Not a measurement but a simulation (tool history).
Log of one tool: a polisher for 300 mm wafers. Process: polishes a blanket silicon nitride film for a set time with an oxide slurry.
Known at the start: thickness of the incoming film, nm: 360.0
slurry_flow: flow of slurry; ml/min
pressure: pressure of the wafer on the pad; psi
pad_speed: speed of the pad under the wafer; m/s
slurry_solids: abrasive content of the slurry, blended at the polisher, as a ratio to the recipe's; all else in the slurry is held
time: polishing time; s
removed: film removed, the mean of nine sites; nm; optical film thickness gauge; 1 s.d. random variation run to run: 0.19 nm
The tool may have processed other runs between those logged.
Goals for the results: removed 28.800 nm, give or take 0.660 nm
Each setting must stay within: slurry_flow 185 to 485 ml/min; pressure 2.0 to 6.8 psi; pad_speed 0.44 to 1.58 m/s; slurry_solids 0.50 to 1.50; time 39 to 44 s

| run | hour | slurry_flow | pressure | pad_speed | slurry_solids | time | removed |
|---|---|---|---|---|---|---|---|
| 1 | 0.0 | 310 | 4.4 | 1.00 | 1.00 | 44 | 36.602 |
| 2 | 4.4 | 310 | 4.2 | 1.00 | 1.00 | 44 | 35.713 |
| 3 | 7.8 | 310 | 4.2 | 1.00 | 1.00 | 44 | 35.564 |
| 4 | 8.6 | 310 | 4.0 | 1.00 | 1.00 | 44 | 33.940 |
| 5 | 10.3 | 310 | 4.0 | 1.00 | 1.00 | 44 | 33.671 |
| 6 | 13.5 | 310 | 3.9 | 1.00 | 1.00 | 44 | 33.217 |
| 7 | 17.0 | 310 | 3.8 | 1.00 | 1.00 | 44 | 32.096 |
| 8 | 25.5 | 295 | 3.3 | 1.00 | 1.00 | 44 | 28.398 |

Which one of the following 4 next-run settings gets every result inside its allowed miss? There is exactly one.
| A | 34.0 | 310 | 3.5 | 1.00 | 1.10 | 43 | ? |
| B | 34.0 | 300 | 3.7 | 0.92 | 1.10 | 44 | ? |
| C | 34.0 | 270 | 3.2 | 1.04 | 1.20 | 44 | ? |
| D | 34.0 | 300 | 3.4 | 0.96 | 1.05 | 44 | ? |

| move | removed |
|---|---|
| A | 30.202 |
| B | 30.501 |
| C | 30.025 |
| D | 28.455 |
A: moves the result that the last run missed by most past its target, out the other side
B: moves the result that the last run missed by most past its target, out the other side
C: moves the result that the last run missed by most past its target, out the other side
D: meets every target
Answer: D

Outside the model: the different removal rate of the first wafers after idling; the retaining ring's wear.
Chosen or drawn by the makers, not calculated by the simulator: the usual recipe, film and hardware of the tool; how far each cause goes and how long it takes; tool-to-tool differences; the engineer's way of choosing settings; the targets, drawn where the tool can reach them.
